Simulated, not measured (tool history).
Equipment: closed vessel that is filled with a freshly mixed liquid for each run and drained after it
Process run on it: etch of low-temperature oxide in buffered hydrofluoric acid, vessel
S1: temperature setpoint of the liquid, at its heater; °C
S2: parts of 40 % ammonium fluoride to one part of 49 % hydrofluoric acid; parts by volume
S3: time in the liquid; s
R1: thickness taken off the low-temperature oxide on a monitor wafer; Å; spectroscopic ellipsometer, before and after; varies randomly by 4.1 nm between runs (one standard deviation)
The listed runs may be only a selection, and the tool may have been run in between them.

| run | hour | S1 | S2 | S3 | R1 |
|---|---|---|---|---|---|
| 1 | 0 | 20 | 9 | 90 | 3700.3 |
| 2 | 8.1 | 20.5 | 9 | 90 | 3787.8 |
| 3 | 9.4 | 21 | 9 | 90 | 3931.6 |
| 4 | 15 | 21.5 | 9 | 90 | 4036.2 |
| 5 | 22.3 | 21.5 | 9 | 90 | 4000.8 |
| 6 | 30.2 | 21.5 | 9 | 90 | 4044.5 |

Run 7 has not been measured yet. What should we expect?
| 7 | 38.9 | 22 | 9 | 90 | ? |

R1: 4226.7 Å
